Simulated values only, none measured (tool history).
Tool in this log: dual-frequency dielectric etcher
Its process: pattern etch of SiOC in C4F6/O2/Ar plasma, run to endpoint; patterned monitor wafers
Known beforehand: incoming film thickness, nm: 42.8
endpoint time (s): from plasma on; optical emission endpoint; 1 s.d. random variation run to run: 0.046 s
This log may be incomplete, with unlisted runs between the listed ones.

run    day  bias power (W)  source power (W)  endpoint time (s)
  1      0             469               370             16.731
  2  0.054             489               380             16.125
  3  0.238             489               350             16.668
  4  0.308             535               350             15.902
  5  0.608             462               350             17.095
  6  0.958             484               360             16.624
  7      1             503               370              16.07
  8  1.208             519               370             15.817
  9  1.483             534               370              15.57

Run 10 is up next; what results do you expect?
 10  1.779             547               370                  ?

endpoint time (s): 15.312
